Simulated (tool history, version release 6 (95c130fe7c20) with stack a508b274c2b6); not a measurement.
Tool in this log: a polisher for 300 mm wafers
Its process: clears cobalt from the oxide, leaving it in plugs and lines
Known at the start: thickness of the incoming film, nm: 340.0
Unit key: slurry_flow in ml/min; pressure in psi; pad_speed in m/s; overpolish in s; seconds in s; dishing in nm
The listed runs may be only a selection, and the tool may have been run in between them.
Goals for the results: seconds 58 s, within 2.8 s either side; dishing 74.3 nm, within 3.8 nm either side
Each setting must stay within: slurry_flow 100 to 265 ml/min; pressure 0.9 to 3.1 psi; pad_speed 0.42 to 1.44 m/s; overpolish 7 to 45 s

run    day  slurry_flow  pressure  pad_speed  overpolish  seconds  dishing
  1      0          170         2       0.92          23   74.161   64.526
  2  0.254          170       1.6       0.92          23   89.521   58.202
  3  0.588          210       1.6       0.92          23    89.26   60.755
  4  0.954          210       1.8       0.92          23   78.318   60.585
     1.121  -- worn pad replaced by a new one
  5  1.121          210       1.3       0.92          23    96.67   55.998
  6   1.15          210       1.6       0.94          23   81.011   63.442
  7  1.471          210       1.6       0.94          23   79.777    61.61
  8  1.629          215       1.7       0.94          23   78.165   65.659
  9   1.65          220       1.8       0.94          22   71.577   65.032
 10  1.967          220       1.8       0.94          22   72.328   64.344

Below are 5 possible settings for the next run. Only one of them brings all results inside the allowed miss of their targets. Which is it?
  A  2.283          220       1.9       0.84          24        ?        ?
  B  2.283          240       2.1       0.66          22        ?        ?
  C  2.283          210       2.3       0.94          23        ?        ?
  D  2.283          250       1.7       1.08          29        ?        ?
  E  2.283          220       1.9       0.78          32        ?        ?

move  seconds  dishing
   A   76.695   65.527
   B   87.956   57.124
   C   58.549    73.93
   D   65.206   78.488
   E   82.387   73.733
A: misses by more than the last run did
B: misses by more than the last run did
C: hits every target within its allowed miss
D: better than the last run, though not everything is in spec
E: misses by more than the last run did
The right move is C.

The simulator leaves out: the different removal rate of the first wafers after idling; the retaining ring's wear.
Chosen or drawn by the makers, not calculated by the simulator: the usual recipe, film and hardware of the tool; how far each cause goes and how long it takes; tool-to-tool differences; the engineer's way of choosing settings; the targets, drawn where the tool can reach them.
